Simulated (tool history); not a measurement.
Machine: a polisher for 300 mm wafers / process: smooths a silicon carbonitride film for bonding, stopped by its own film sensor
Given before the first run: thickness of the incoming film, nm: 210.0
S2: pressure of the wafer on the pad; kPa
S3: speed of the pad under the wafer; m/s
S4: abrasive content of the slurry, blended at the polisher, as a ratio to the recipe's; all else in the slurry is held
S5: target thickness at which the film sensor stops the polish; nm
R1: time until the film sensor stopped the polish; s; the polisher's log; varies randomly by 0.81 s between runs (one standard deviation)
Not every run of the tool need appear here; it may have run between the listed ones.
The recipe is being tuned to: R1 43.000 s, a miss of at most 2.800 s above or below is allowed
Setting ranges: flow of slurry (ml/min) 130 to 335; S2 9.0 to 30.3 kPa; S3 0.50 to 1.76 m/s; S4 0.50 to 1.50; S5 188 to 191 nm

{"run": 1, "hour": 0.0, "flow of slurry (ml/min)": 215, "S2": 19.3, "S3": 1.12, "S4": 1.0, "S5": 188, "R1": 64.656}
{"run": 2, "hour": 7.0, "flow of slurry (ml/min)": 250, "S2": 19.3, "S3": 1.12, "S4": 1.0, "S5": 188, "R1": 63.443}
{"run": 3, "hour": 9.4, "flow of slurry (ml/min)": 250, "S2": 19.3, "S3": 1.12, "S4": 1.15, "S5": 188, "R1": 60.128}
{"run": 4, "hour": 10.1, "flow of slurry (ml/min)": 250, "S2": 21.4, "S3": 1.14, "S4": 1.15, "S5": 188, "R1": 52.899}
{"run": 5, "hour": 14.1, "flow of slurry (ml/min)": 250, "S2": 22.8, "S3": 1.16, "S4": 1.15, "S5": 188, "R1": 48.516}
{"run": 6, "hour": 18.3, "flow of slurry (ml/min)": 250, "S2": 23.4, "S3": 1.16, "S4": 1.15, "S5": 188, "R1": 46.533}
{"run": 7, "hour": 23.2, "flow of slurry (ml/min)": 250, "S2": 23.4, "S3": 1.16, "S4": 1.15, "S5": 188, "R1": 47.554}
{"run": 8, "hour": 26.6, "flow of slurry (ml/min)": 250, "S2": 24.1, "S3": 1.16, "S4": 1.15, "S5": 188, "R1": 46.507}

Which one of the following 5 next-run settings gets every result inside its allowed miss? There is exactly one.
{"run": "A", "hour": 30.0, "flow of slurry (ml/min)": 250, "S2": 24.1, "S3": 1.04, "S4": 1.05, "S5": 188, "R1": "?"}
{"run": "B", "hour": 30.0, "flow of slurry (ml/min)": 235, "S2": 23.4, "S3": 1.36, "S4": 1.15, "S5": 191, "R1": "?"}
{"run": "C", "hour": 30.0, "flow of slurry (ml/min)": 260, "S2": 23.4, "S3": 1.08, "S4": 1.15, "S5": 188, "R1": "?"}
{"run": "D", "hour": 30.0, "flow of slurry (ml/min)": 265, "S2": 22.1, "S3": 1.2, "S4": 1.15, "S5": 188, "R1": "?"}
{"run": "E", "hour": 30.0, "flow of slurry (ml/min)": 250, "S2": 26.9, "S3": 1.08, "S4": 1.05, "S5": 189, "R1": "?"}

move=A R1=53.510
move=B R1=38.657
move=C R1=51.061
move=D R1=50.736
move=E R1=44.969
A: its largest miss is bigger than the last run's
B: pushes the last run's worst result past its target
C: its largest miss is bigger than the last run's
D: its largest miss is bigger than the last run's
E: every result lands within tolerance
So the answer is move E, the one that meets all the targets.
